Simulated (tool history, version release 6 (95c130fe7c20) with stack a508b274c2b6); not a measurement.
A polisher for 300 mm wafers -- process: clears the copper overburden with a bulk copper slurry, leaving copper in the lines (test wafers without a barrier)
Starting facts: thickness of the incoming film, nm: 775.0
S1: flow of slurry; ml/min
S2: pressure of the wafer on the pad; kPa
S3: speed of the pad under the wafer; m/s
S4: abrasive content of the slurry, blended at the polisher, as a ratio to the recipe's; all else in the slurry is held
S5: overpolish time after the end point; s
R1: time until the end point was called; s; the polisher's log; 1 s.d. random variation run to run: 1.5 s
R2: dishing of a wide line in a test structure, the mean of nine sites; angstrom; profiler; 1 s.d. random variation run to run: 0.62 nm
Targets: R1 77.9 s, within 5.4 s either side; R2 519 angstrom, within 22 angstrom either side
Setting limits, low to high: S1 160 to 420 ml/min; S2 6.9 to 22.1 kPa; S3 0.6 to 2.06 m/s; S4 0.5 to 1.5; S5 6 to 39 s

run 1 hour=0 | S1=270 S2=14.5 S3=1.32 S4=1 S5=20 | R1=67.285 R2=905.51
run 2 hour=7 | S1=305 S2=14.5 S3=1.32 S4=1 S5=20 | R1=65.669 R2=896.71
run 3 hour=7.8 | S1=305 S2=14.5 S3=1.32 S4=1.1 S5=20 | R1=61.891 R2=918.91
run 4 hour=14.7 | S1=305 S2=17.2 S3=1.32 S4=1.1 S5=20 | R1=51.492 R2=1032
run 5 hour=21.7 | S1=305 S2=17.2 S3=1.32 S4=1.25 S5=20 | R1=52.588 R2=1047.2
run 6 hour=25.6 | S1=330 S2=15.2 S3=1.34 S4=1.2 S5=17 | R1=57.666 R2=908.91
run 7 hour=26.1 | S1=350 S2=13.8 S3=1.38 S4=1.05 S5=14 | R1=63.674 R2=753.88
run 8 hour=32.1 | S1=340 S2=9.7 S3=1.48 S4=0.9 S5=6 | R1=87.298 R2=308.67
run 9 hour=39.4 | S1=340 S2=10.3 S3=1.4 S4=0.95 S5=7 | R1=84.929 R2=355.11
run 10 hour=42.9 | S1=345 S2=11 S3=1.34 S4=1 S5=8 | R1=81.836 R2=416.96
run 11 hour=48.5 | S1=355 S2=11 S3=1.3 S4=1 S5=8 | R1=84.925 R2=407.9
run 12 hour=49.6 | S1=365 S2=11.7 S3=1.28 S4=1 S5=8 | R1=79.569 R2=420.11
run 13 hour=58.2 | S1=360 S2=11.7 S3=1.24 S4=1.05 S5=9 | R1=82.566 R2=452.25
run 14 hour=66.8 | S1=365 S2=11.7 S3=1.22 S4=1.05 S5=9 | R1=83.387 R2=442.91
run 15 hour=67.9 | S1=370 S2=11.7 S3=1.2 S4=1.05 S5=9 | R1=82.981 R2=447.74
run 16 hour=74.7 | S1=370 S2=11.7 S3=1.2 S4=1.05 S5=9 | R1=84.129 R2=445.49
run 17 hour=83.3 | S1=375 S2=11.7 S3=1.18 S4=1.05 S5=9 | R1=87.527 R2=437.79
run 18 hour=89.3 | S1=375 S2=12.4 S3=1.18 S4=1.05 S5=9 | R1=81.064 R2=460.65

Which single option among these 5 for the next run brings every result within its allowed miss of target? Just one does.
run A hour=95.3 | S1=375 S2=12.4 S3=1.24 S4=1.05 S5=10 | R1=? R2=?
run B hour=95.3 | S1=390 S2=13.8 S3=1.06 S4=1.15 S5=12 | R1=? R2=?
run C hour=95.3 | S1=340 S2=11.7 S3=1.14 S4=0.95 S5=12 | R1=? R2=?
run D hour=95.3 | S1=370 S2=13.8 S3=1 S4=1.1 S5=9 | R1=? R2=?
run E hour=95.3 | S1=420 S2=11 S3=1.28 S4=1.2 S5=12 | R1=? R2=?

move=A R1=79.603 R2=518.73
move=B R1=81.582 R2=588.34
move=C R1=94.181 R2=520.92
move=D R1=87.551 R2=449.31
move=E R1=83.048 R2=565.56
A: all results in spec
B: carries the result that was furthest off beyond its target, to the other side
C: puts the biggest miss on target and leaves a different result outside tolerance
D: the biggest miss grows against the last run
E: carries the result that was furthest off beyond its target, to the other side
Move A is the one to make.

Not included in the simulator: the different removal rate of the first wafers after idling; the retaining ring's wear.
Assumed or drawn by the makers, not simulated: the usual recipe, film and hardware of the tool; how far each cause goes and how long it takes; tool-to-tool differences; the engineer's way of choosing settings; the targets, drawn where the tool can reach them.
